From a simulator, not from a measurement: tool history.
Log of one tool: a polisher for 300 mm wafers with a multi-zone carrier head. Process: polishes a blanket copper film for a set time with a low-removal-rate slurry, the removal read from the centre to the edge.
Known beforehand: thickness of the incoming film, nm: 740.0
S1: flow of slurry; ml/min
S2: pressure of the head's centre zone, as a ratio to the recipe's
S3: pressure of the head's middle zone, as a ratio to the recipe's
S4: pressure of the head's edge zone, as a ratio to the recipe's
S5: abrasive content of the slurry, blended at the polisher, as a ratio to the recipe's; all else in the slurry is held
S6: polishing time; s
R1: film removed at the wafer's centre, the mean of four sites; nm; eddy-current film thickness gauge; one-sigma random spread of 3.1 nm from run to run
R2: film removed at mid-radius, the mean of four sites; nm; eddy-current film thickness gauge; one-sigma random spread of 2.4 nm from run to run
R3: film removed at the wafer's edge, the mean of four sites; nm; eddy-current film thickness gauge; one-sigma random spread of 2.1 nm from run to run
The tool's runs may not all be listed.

run  hour   S1    S2    S3    S4    S5  S6      R1      R2      R3
  1   0.0  135  1.00  1.00  1.00  1.00  52  201.23  201.90  205.55
  2   4.8  135  1.00  1.00  1.00  1.00  41  160.01  160.30  163.79
  3   9.0  135  1.00  0.94  1.00  1.00  41  158.80  152.69  159.80
  4  10.5  135  1.01  0.94  1.03  1.05  43  172.33  166.54  174.81
  5  17.6  130  1.02  0.92  1.05  1.10  44  175.25  164.84  178.54
  6  24.9  130  1.02  0.92  1.01  1.10  44  174.99  167.24  178.34
  7  30.4  130  1.03  0.90  1.03  1.15  45  180.04  166.72  182.48
  8  34.2  130  1.04  0.89  1.05  1.20  46  189.27  170.68  189.51
  9  41.9  130  1.04  0.89  1.07  1.25  47  193.43  175.10  197.69
 10  49.2  135  1.04  0.89  1.08  1.30  48  203.72  181.70  205.90
 11  51.0  140  1.04  0.89  1.09  1.35  49  209.24  187.60  213.47
 12  55.2  145  1.04  0.89  1.10  1.35  49  213.53  185.62  214.78
 13  61.4  145  1.04  0.90  1.11  1.35  50  211.36  193.12  220.68
 14  63.9  145  1.04  0.90  1.11  1.35  50  215.38  195.77  221.14
 15  68.5  150  1.04  0.90  1.12  1.35  50  220.78  196.65  222.58
 16  73.3  155  1.04  0.90  1.13  1.35  50  219.56  190.73  227.14
 17  78.9  180  1.08  0.98  1.17  1.50  51  243.26  222.28  237.24
 18  82.9  180  1.08  0.97  1.17  1.50  51  243.72  227.55  247.31

Expected results for the next run?
 19  88.6  180  1.08  0.96  1.17  1.50  51   ?   ?   ?

Run 19 came out at R1 245.05 nm, R2 219.04 nm, R3 239.17 nm.
